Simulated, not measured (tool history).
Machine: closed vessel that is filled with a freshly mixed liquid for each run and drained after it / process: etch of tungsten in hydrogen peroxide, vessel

run,hour,temperature setpoint of the liquid (C),concentration of hydrogen peroxide in the mixed liquid (% by weight),time in the liquid (s),thickness taken off the tungsten on a monitor wafer (angstrom)
1,0.0,52.0,20.5,105,2748.2
2,4.0,52.0,25.0,105,3021.4
3,11.9,52.0,28.5,105,3235.1
4,15.1,50.5,28.5,105,2966.2
5,19.8,50.5,30.0,105,3036.6
6,26.0,50.5,30.0,105,3007.3
7,33.0,49.0,30.0,105,2776.8
8,41.3,49.0,30.0,105,2783.0

For run 9, what comes out?
9,49.2,48.0,30.0,105,?

thickness taken off the tungsten on a monitor wafer (angstrom): 2564.3
